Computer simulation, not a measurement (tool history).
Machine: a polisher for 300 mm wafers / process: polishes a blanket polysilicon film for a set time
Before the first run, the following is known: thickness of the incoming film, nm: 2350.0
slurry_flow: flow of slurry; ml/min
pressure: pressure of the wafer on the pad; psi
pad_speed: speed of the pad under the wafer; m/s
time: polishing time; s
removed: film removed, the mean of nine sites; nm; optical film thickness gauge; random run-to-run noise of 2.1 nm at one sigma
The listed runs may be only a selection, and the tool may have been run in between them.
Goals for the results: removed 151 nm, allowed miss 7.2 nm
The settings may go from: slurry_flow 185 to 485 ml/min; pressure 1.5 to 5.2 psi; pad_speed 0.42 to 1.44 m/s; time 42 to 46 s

Run 1, day 0: slurry_flow 310 ml/min, pressure 3.3 psi, pad_speed 0.92 m/s, time 46 s. Result: removed 350.86 nm.
Run 2, day 0.362: slurry_flow 310 ml/min, pressure 3.3 psi, pad_speed 0.78 m/s, time 46 s. Result: removed 305.97 nm.
Run 3, day 0.479: slurry_flow 310 ml/min, pressure 2.8 psi, pad_speed 0.72 m/s, time 46 s. Result: removed 243.27 nm.
Run 4, day 0.625: slurry_flow 310 ml/min, pressure 2.4 psi, pad_speed 0.7 m/s, time 46 s. Result: removed 204.65 nm.
Run 5, day 0.988: slurry_flow 310 ml/min, pressure 2.4 psi, pad_speed 0.7 m/s, time 42 s. Result: removed 190.21 nm.
Run 6, day 1.3: slurry_flow 310 ml/min, pressure 2.2 psi, pad_speed 0.7 m/s, time 42 s. Result: removed 177.92 nm.
Run 7, day 1.442: slurry_flow 310 ml/min, pressure 2.1 psi, pad_speed 0.7 m/s, time 42 s. Result: removed 169.58 nm.
Run 8, day 1.679: slurry_flow 310 ml/min, pressure 2.1 psi, pad_speed 0.7 m/s, time 42 s. Result: removed 165.72 nm.

Next run, 4 choices. One meets every target within its allowed miss, the rest don't. Which?
Run A, day 1.917: slurry_flow 255 ml/min, pressure 1.8 psi, pad_speed 0.66 m/s, time 42 s. Result: removed ?.
Run B, day 1.917: slurry_flow 300 ml/min, pressure 2.3 psi, pad_speed 0.66 m/s, time 42 s. Result: removed ?.
Run C, day 1.917: slurry_flow 305 ml/min, pressure 2.3 psi, pad_speed 0.48 m/s, time 46 s. Result: removed ?.
Run D, day 1.917: slurry_flow 275 ml/min, pressure 2 psi, pad_speed 0.68 m/s, time 46 s. Result: removed ?.

move  removed
   A   135.28
   B   173.65
   C   153.86
   D   168.57
A: carries the result that was furthest off beyond its target, to the other side
B: misses by more than the last run did
C: meets every target
D: misses by more than the last run did
The move that meets every target is C.
